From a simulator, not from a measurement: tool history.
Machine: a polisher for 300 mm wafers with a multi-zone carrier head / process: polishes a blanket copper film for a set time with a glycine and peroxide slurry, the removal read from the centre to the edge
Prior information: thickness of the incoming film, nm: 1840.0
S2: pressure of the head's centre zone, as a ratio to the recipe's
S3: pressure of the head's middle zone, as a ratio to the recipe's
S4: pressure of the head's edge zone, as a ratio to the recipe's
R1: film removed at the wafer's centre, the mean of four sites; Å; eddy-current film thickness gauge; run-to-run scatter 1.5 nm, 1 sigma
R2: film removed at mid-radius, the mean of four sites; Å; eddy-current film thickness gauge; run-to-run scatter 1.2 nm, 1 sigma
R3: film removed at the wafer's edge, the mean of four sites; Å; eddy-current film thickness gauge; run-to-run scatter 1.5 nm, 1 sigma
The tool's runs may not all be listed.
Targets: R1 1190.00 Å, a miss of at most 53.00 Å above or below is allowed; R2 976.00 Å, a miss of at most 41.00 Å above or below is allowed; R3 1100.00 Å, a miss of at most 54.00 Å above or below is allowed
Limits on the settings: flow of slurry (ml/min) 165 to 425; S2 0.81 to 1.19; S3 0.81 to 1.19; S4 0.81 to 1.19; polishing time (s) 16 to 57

{"run": 1, "day": 0.0, "flow of slurry (ml/min)": 275, "S2": 1.0, "S3": 1.0, "S4": 1.0, "polishing time (s)": 36, "R1": 1594.4, "R2": 1579.7, "R3": 1593.2}
{"run": 2, "day": 0.054, "flow of slurry (ml/min)": 275, "S2": 1.0, "S3": 1.0, "S4": 1.0, "polishing time (s)": 28, "R1": 1254.1, "R2": 1239.5, "R3": 1239.6}
{"run": 3, "day": 0.342, "flow of slurry (ml/min)": 275, "S2": 1.01, "S3": 0.97, "S4": 0.99, "polishing time (s)": 27, "R1": 1221.9, "R2": 1157.9, "R3": 1207.6}
{"run": 4, "day": 0.508, "flow of slurry (ml/min)": 275, "S2": 1.01, "S3": 0.97, "S4": 0.99, "polishing time (s)": 23, "R1": 998.88, "R2": 990.5, "R3": 1040.0}
{"run": 5, "day": 0.667, "flow of slurry (ml/min)": 275, "S2": 1.01, "S3": 0.97, "S4": 0.92, "polishing time (s)": 23, "R1": 1011.2, "R2": 1004.8, "R3": 976.69}
{"run": 6, "day": 0.817, "flow of slurry (ml/min)": 280, "S2": 1.03, "S3": 0.96, "S4": 0.94, "polishing time (s)": 23, "R1": 1036.7, "R2": 969.84, "R3": 1010.5}
{"run": 7, "day": 1.004, "flow of slurry (ml/min)": 300, "S2": 1.13, "S3": 0.97, "S4": 0.98, "polishing time (s)": 24, "R1": 1187.6, "R2": 1024.2, "R3": 1077.0}
{"run": 8, "day": 1.367, "flow of slurry (ml/min)": 300, "S2": 1.13, "S3": 0.96, "S4": 0.99, "polishing time (s)": 24, "R1": 1195.2, "R2": 1019.8, "R3": 1094.3}

Which one of the following 4 next-run settings gets every result inside its allowed miss? There is exactly one.
{"run": "A", "day": 1.729, "flow of slurry (ml/min)": 255, "S2": 1.13, "S3": 0.92, "S4": 1.05, "polishing time (s)": 24, "R1": "?", "R2": "?", "R3": "?"}
{"run": "B", "day": 1.729, "flow of slurry (ml/min)": 230, "S2": 1.15, "S3": 1.01, "S4": 0.99, "polishing time (s)": 25, "R1": "?", "R2": "?", "R3": "?"}
{"run": "C", "day": 1.729, "flow of slurry (ml/min)": 290, "S2": 1.13, "S3": 0.98, "S4": 1.01, "polishing time (s)": 25, "R1": "?", "R2": "?", "R3": "?"}
{"run": "D", "day": 1.729, "flow of slurry (ml/min)": 285, "S2": 1.09, "S3": 1.04, "S4": 1.01, "polishing time (s)": 25, "R1": "?", "R2": "?", "R3": "?"}

move=A R1=1198.80 R2=964.38 R3=1077.40
move=B R1=1243.00 R2=1064.50 R3=1081.70
move=C R1=1280.80 R2=1083.10 R3=1124.20
move=D R1=1231.80 R2=1135.90 R3=1120.90
A: all results land within tolerance of their targets
B: lands further from the targets than the last run did
C: lands further from the targets than the last run did
D: lands further from the targets than the last run did
Move A is the one to make.
